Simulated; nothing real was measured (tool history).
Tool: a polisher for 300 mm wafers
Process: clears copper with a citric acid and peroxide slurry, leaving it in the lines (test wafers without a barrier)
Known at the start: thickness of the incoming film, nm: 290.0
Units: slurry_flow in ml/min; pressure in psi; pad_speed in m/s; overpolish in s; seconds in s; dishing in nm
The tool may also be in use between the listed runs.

{"run": 1, "day": 0.0, "slurry_flow": 290, "pressure": 3.8, "pad_speed": 1.22, "slurry_solids": 1, "overpolish": 18, "seconds": 71.766, "dishing": 51.143}
{"run": 2, "day": 0.317, "slurry_flow": 225, "pressure": 3.8, "pad_speed": 1.22, "slurry_solids": 1, "overpolish": 18, "seconds": 72.554, "dishing": 46.228}
{"run": 3, "day": 0.683, "slurry_flow": 225, "pressure": 3.8, "pad_speed": 1.42, "slurry_solids": 1, "overpolish": 18, "seconds": 66.247, "dishing": 51.761}
{"run": 4, "day": 1.038, "slurry_flow": 225, "pressure": 3.8, "pad_speed": 1.2, "slurry_solids": 1, "overpolish": 18, "seconds": 77.066, "dishing": 47.525}
{"run": 5, "day": 1.092, "slurry_flow": 225, "pressure": 3.2, "pad_speed": 1.16, "slurry_solids": 1, "overpolish": 19, "seconds": 87.881, "dishing": 41.436}
{"run": 6, "day": 1.317, "slurry_flow": 175, "pressure": 3.2, "pad_speed": 1.16, "slurry_solids": 1, "overpolish": 19, "seconds": 95.354, "dishing": 39.882}
{"run": 7, "day": 1.35, "slurry_flow": 175, "pressure": 2.8, "pad_speed": 1.14, "slurry_solids": 1, "overpolish": 20, "seconds": 109.51, "dishing": 36.121}

Run 8 comes next. What will it give?
{"run": 8, "day": 1.525, "slurry_flow": 175, "pressure": 2.6, "pad_speed": 1.12, "slurry_solids": 1, "overpolish": 21, "seconds": "?", "dishing": "?"}

seconds: 120.53 s
dishing: 35.224 nm

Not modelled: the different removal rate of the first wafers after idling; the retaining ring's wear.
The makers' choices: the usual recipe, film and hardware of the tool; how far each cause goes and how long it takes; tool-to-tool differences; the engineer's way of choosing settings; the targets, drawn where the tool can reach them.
